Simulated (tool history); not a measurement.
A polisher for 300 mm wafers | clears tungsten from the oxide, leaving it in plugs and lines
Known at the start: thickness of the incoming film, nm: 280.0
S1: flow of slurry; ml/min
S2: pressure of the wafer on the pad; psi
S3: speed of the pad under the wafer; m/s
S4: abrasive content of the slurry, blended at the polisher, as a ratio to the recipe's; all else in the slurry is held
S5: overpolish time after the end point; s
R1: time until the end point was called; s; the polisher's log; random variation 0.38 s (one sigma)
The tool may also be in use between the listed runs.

{"run": 1, "hour": 0.0, "S1": 190, "S2": 4.3, "S3": 1.28, "S4": 1.0, "S5": 11, "R1": 44.834}
{"run": 2, "hour": 5.1, "S1": 190, "S2": 5.0, "S3": 1.3, "S4": 1.0, "S5": 11, "R1": 40.299}
{"run": 3, "hour": 12.3, "S1": 190, "S2": 5.5, "S3": 1.4, "S4": 1.0, "S5": 11, "R1": 35.614}
{"run": 4, "hour": 13.4, "S1": 190, "S2": 5.5, "S3": 1.6, "S4": 1.0, "S5": 11, "R1": 29.545}
{"run": 5, "hour": 20.4, "S1": 190, "S2": 5.8, "S3": 1.62, "S4": 1.0, "S5": 11, "R1": 29.066}
{"run": 6, "hour": 28.4, "S1": 190, "S2": 5.8, "S3": 1.62, "S4": 0.9, "S5": 11, "R1": 29.346}

Run 7 comes next. What will it give?
{"run": 7, "hour": 31.5, "S1": 190, "S2": 6.5, "S3": 1.64, "S4": 0.9, "S5": 11, "R1": "?"}

{"run 7": {"R1": 27.891}}
